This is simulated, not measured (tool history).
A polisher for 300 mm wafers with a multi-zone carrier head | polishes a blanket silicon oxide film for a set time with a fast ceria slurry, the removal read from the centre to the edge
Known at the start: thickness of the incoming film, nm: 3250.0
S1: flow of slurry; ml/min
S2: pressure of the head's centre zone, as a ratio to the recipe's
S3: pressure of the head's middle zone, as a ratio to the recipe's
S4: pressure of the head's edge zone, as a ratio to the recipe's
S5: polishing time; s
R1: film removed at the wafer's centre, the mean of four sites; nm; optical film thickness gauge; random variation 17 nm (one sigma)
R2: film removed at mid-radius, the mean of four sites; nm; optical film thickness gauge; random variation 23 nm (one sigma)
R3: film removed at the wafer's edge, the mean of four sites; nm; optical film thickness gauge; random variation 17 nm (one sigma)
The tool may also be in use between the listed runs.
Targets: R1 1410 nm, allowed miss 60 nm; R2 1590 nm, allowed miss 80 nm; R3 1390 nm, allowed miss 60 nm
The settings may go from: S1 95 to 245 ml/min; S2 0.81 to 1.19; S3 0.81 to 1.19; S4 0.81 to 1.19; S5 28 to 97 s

run	hour	S1	S2	S3	S4	S5	R1	R2	R3
1	0	155	1	1	1	62	1109.5	1099.8	1107.7
2	6.4	155	1	0.92	1	62	1075	1027.1	1066.3
3	9.6	170	1	0.92	1	62	1095.4	1047.6	1091.1
4	10.7	170	0.95	0.92	1	62	1068.7	1071.6	1104.2
5	17.4	170	0.95	0.92	1.08	62	1047.5	1053.2	1164.1
6	26.2	175	0.95	0.95	1.06	63	1096.2	1097.5	1173.1
7	29.5	210	0.93	1.05	1.06	75	1297.7	1479.1	1434.1
8	37.3	210	0.94	1.06	1.05	75	1323.5	1488.5	1395.1
9	39.8	210	0.94	1.07	1.05	75	1292.5	1534.5	1383.1
10	40.4	210	0.95	1.07	1.05	75	1332.5	1467.1	1371
11	43.8	210	0.95	1.08	1.05	75	1303.4	1536.6	1389.6
12	44.9	210	0.96	1.08	1.05	75	1329.5	1510.9	1378.3

Which of these 4 next moves meets every target?
A	46	220	1	1.14	1.01	75	?	?	?
B	46	170	0.94	1.11	1.08	74	?	?	?
C	46	200	0.86	1.08	1.11	72	?	?	?
D	46	200	0.91	1.13	1.02	72	?	?	?

move	R1	R2	R3
A	1397.3	1560.6	1379
B	1242.7	1450.6	1358.4
C	1136.1	1413.2	1360.4
D	1202.9	1468.8	1316.3
A: meets every target
B: further off than the last run
C: further off than the last run
D: further off than the last run
The right move is A.
